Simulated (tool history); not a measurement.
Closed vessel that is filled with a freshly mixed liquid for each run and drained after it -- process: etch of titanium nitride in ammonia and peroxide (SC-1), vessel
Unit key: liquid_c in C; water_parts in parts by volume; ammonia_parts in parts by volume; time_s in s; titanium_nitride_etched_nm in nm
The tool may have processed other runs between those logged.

run,day,liquid_c,water_parts,ammonia_parts,time_s,titanium_nitride_etched_nm
1,0.000,48.0,7.5,0.7,895,48.178
2,0.175,46.5,7.5,0.7,895,44.003
3,0.379,45.0,7.5,0.7,895,39.007
4,0.600,45.0,6.5,0.7,895,42.091
5,0.688,44.0,6.5,0.7,895,39.307
6,0.883,44.0,5.5,0.7,895,42.488
7,1.121,43.0,6.0,0.7,895,37.760
8,1.362,42.0,6.0,0.7,895,35.137

Run 9, settings as shown, results not yet in. Your forecast:
9,1.512,41.5,6.0,0.7,895,?

titanium_nitride_etched_nm: 33.944 nm

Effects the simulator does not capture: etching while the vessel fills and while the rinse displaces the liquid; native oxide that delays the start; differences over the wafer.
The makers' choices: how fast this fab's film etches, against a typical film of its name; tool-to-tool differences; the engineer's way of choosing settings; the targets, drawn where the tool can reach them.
